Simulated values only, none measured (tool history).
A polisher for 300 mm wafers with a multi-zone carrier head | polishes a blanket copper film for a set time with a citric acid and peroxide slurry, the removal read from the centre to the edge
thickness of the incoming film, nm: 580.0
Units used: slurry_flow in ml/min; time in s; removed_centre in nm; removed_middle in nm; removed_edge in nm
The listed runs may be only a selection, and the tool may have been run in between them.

run  hour  slurry_flow  centre_zone  middle_zone  edge_zone  slurry_solids  time  removed_centre  removed_middle  removed_edge
  1   0.0          135         1.00         1.00       1.00           1.00    35          57.968          57.004        60.479
  2   1.7          150         1.05         1.01       1.05           1.05    35          62.503          59.639        61.486
  3   3.4          150         1.05         1.01       0.97           1.05    35          62.307          59.581        59.966
  4  10.1          150         1.05         1.01       1.03           1.05    35          62.323          59.024        62.152
  5  17.9          160         1.09         1.01       1.07           1.15    35          66.087          60.886        63.293
  6  19.5          160         1.09         1.01       1.01           1.15    35          66.368          60.297        62.458
     23.2  -- slurry nozzle cleaned
  7  23.2          165         1.11         1.00       1.04           1.25    35          72.825          64.518        66.797

Expected results for the next run?
  8  31.4          190         1.13         0.94       1.13           1.20    35               ?               ?             ?

{"run 8": {"removed_centre": 74.764, "removed_middle": 62.539, "removed_edge": 69.592}}

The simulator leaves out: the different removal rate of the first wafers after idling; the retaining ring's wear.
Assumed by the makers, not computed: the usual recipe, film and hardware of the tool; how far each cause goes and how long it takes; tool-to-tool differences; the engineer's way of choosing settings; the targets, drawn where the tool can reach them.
